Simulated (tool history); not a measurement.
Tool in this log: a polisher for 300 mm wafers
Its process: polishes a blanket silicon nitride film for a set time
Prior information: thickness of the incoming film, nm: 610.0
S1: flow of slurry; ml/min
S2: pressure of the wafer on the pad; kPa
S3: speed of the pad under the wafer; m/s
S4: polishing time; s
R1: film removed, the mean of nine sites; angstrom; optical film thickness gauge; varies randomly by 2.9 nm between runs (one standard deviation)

{"run": 1, "day": 0.0, "S1": 230, "S2": 31.7, "S3": 1.3, "S4": 79, "R1": 2457.6}
{"run": 2, "day": 0.079, "S1": 185, "S2": 31.7, "S3": 1.3, "S4": 79, "R1": 2378.4}
{"run": 3, "day": 0.417, "S1": 185, "S2": 24.8, "S3": 1.3, "S4": 79, "R1": 1932.6}
{"run": 4, "day": 0.621, "S1": 185, "S2": 24.8, "S3": 1.04, "S4": 79, "R1": 1640.8}
{"run": 5, "day": 0.958, "S1": 215, "S2": 24.8, "S3": 1.04, "S4": 79, "R1": 1657.7}
{"run": 6, "day": 1.012, "S1": 220, "S2": 28.3, "S3": 1.08, "S4": 79, "R1": 1900.9}
{"run": 7, "day": 1.267, "S1": 225, "S2": 31.0, "S3": 1.12, "S4": 79, "R1": 2109.4}
{"run": 8, "day": 1.542, "S1": 230, "S2": 33.8, "S3": 1.16, "S4": 79, "R1": 2375.3}
{"run": 9, "day": 1.804, "S1": 235, "S2": 35.9, "S3": 1.18, "S4": 79, "R1": 2494.5}
{"run": 10, "day": 1.9, "S1": 240, "S2": 37.9, "S3": 1.22, "S4": 79, "R1": 2712.4}

For run 11, what comes out?
{"run": 11, "day": 2.162, "S1": 245, "S2": 39.3, "S3": 1.26, "S4": 79, "R1": "?"}

R1: 2911.1 angstrom
